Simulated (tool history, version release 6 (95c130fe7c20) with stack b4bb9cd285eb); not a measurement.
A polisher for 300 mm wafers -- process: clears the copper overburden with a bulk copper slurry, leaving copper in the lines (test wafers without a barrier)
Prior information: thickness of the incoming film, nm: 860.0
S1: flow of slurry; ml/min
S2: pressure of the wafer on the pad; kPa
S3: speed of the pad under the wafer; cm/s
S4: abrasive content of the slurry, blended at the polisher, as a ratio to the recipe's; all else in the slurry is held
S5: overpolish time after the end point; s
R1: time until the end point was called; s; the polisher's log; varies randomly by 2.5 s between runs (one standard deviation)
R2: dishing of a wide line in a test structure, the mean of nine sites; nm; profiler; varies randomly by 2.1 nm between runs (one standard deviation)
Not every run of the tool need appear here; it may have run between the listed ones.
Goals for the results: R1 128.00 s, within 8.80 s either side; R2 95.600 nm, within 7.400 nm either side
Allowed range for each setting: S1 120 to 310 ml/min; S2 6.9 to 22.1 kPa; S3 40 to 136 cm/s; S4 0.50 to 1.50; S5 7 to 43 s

| run | hour | S1 | S2 | S3 | S4 | S5 | R1 | R2 |
|---|---|---|---|---|---|---|---|---|
| 1 | 0.0 | 200 | 14.5 | 88 | 1.00 | 22 | 151.31 | 64.811 |
| 2 | 3.9 | 200 | 16.5 | 88 | 1.00 | 22 | 132.82 | 73.456 |
| 3 | 7.9 | 200 | 16.5 | 88 | 1.00 | 23 | 133.29 | 72.708 |
| 4 | 15.6 | 200 | 14.5 | 88 | 1.00 | 23 | 157.20 | 67.835 |
| 5 | 23.0 | 200 | 14.5 | 78 | 1.00 | 23 | 173.51 | 62.488 |
| 6 | 29.3 | 200 | 14.5 | 78 | 1.15 | 23 | 165.40 | 64.137 |
| 7 | 30.1 | 200 | 15.2 | 78 | 1.15 | 24 | 158.67 | 67.666 |
| 8 | 37.7 | 200 | 15.2 | 78 | 1.15 | 25 | 158.82 | 68.877 |
| 9 | 44.4 | 200 | 15.2 | 78 | 1.15 | 26 | 159.24 | 72.405 |
| 10 | 51.4 | 200 | 16.5 | 80 | 1.15 | 28 | 144.58 | 77.868 |
| 11 | 56.2 | 200 | 16.5 | 80 | 1.15 | 29 | 141.45 | 77.808 |
| 12 | 61.1 | 200 | 16.5 | 80 | 1.15 | 30 | 143.98 | 82.676 |
| 13 | 65.9 | 200 | 17.2 | 80 | 1.15 | 32 | 136.73 | 85.764 |

5 next moves are on the table. One of them brings every result within its allowed miss. Which?
| A | 70.7 | 210 | 14.5 | 78 | 1.10 | 31 | ? | ? |
| B | 70.7 | 225 | 22.1 | 66 | 1.25 | 34 | ? | ? |
| C | 70.7 | 200 | 19.3 | 86 | 1.20 | 21 | ? | ? |
| D | 70.7 | 255 | 17.9 | 78 | 1.40 | 23 | ? | ? |
| E | 70.7 | 250 | 21.4 | 84 | 1.15 | 20 | ? | ? |

| move | R1 | R2 |
|---|---|---|
| A | 168.24 | 72.781 |
| B | 126.78 | 92.660 |
| C | 114.60 | 75.127 |
| D | 127.47 | 73.857 |
| E | 103.96 | 78.074 |
A: the biggest miss grows against the last run
B: hits every target within its allowed miss
C: the biggest miss grows against the last run
D: the biggest miss grows against the last run
E: the biggest miss grows against the last run
The right move is B.
